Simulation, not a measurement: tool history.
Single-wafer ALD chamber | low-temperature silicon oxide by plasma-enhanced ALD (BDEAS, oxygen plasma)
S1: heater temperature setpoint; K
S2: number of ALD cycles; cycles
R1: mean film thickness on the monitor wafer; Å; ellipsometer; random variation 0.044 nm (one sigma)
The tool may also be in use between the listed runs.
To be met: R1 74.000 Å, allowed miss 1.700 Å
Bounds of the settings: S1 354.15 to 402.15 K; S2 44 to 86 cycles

run 1 hour=0.0 | S1=378.15 S2=65 | R1=97.006
run 2 hour=7.1 | S1=386.15 S2=65 | R1=95.512
run 3 hour=10.6 | S1=387.15 S2=61 | R1=89.551
run 4 hour=11.6 | S1=381.15 S2=61 | R1=90.671
run 5 hour=12.5 | S1=381.15 S2=67 | R1=99.317
run 6 hour=21.1 | S1=385.15 S2=67 | R1=97.596
-- hour=23.0 thermocouple changed; heater temperature recalibrated
run 7 hour=23.0 | S1=387.15 S2=62 | R1=92.842
run 8 hour=24.7 | S1=387.15 S2=57 | R1=84.086
run 9 hour=33.0 | S1=387.15 S2=55 | R1=81.361
run 10 hour=40.8 | S1=387.15 S2=54 | R1=80.582
run 11 hour=46.5 | S1=387.15 S2=53 | R1=79.319
run 12 hour=52.4 | S1=387.15 S2=53 | R1=78.817
run 13 hour=60.3 | S1=387.15 S2=52 | R1=77.322

Which of these 4 next moves meets every target?
run A hour=68.2 | S1=374.15 S2=49 | R1=?
run B hour=68.2 | S1=396.15 S2=47 | R1=?
run C hour=68.2 | S1=385.15 S2=56 | R1=?
run D hour=68.2 | S1=402.15 S2=54 | R1=?

move=A R1=74.713
move=B R1=69.152
move=C R1=83.890
move=D R1=78.664
A: meets every target
B: takes the result that was furthest off past its target
C: further off than the last run
D: further off than the last run
Answer: A

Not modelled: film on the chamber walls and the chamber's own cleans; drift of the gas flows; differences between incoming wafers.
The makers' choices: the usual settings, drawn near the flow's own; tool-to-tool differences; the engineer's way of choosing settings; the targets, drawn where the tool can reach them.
